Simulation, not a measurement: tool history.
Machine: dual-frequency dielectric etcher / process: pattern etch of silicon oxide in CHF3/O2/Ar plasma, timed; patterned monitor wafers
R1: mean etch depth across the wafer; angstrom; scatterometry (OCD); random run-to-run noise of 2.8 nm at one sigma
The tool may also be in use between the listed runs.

run 1 hour=0.0 | source_power_(kW)=0.600 bias_power_(kW)=0.188 etch_time_(s)=675.5 | R1=13854
run 2 hour=0.7 | source_power_(kW)=0.530 bias_power_(kW)=0.172 etch_time_(s)=675.5 | R1=12543
run 3 hour=5.0 | source_power_(kW)=0.480 bias_power_(kW)=0.170 etch_time_(s)=675.5 | R1=11886
run 4 hour=5.8 | source_power_(kW)=0.450 bias_power_(kW)=0.170 etch_time_(s)=675.5 | R1=11454
run 5 hour=11.5 | source_power_(kW)=0.450 bias_power_(kW)=0.146 etch_time_(s)=675.5 | R1=10948
run 6 hour=15.8 | source_power_(kW)=0.530 bias_power_(kW)=0.146 etch_time_(s)=675.5 | R1=12017

Forecast run 7:
run 7 hour=24.0 | source_power_(kW)=0.500 bias_power_(kW)=0.146 etch_time_(s)=675.5 | R1=?

{"run 7": {"R1": 11598}}
